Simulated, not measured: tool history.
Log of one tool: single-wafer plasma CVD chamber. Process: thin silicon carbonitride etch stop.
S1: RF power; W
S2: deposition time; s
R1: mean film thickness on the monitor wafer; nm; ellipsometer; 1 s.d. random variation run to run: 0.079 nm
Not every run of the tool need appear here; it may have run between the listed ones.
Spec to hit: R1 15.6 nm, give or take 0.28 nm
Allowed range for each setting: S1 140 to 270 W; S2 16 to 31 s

run,hour,S1,S2,R1
1,0,205,23.5,12.62
2,1.2,205,21.3,11.345
3,5.7,205,18.4,9.8159
4,8.2,215,18.4,10.023
5,10.7,230,20.8,11.689
6,13,215,20.8,11.371
7,17.1,230,22.1,12.322
8,24.3,240,23.3,13.268
9,30.8,250,24.1,13.86
10,33,255,24.8,14.21

Exercise: of the 4 proposed moves below, exactly one satisfies all targets within the stated allowed misses. Which move is it?
A,35.2,250,25.4,?
B,35.2,265,26.4,?
C,35.2,235,23.6,?
D,35.2,255,26,?

move,R1
A,14.637
B,15.525
C,13.307
D,15.087
A: better than the last run, though not everything is in spec
B: all results land within tolerance of their targets
C: its largest miss is bigger than the last run's
D: better than the last run, though not everything is in spec
Answer: B

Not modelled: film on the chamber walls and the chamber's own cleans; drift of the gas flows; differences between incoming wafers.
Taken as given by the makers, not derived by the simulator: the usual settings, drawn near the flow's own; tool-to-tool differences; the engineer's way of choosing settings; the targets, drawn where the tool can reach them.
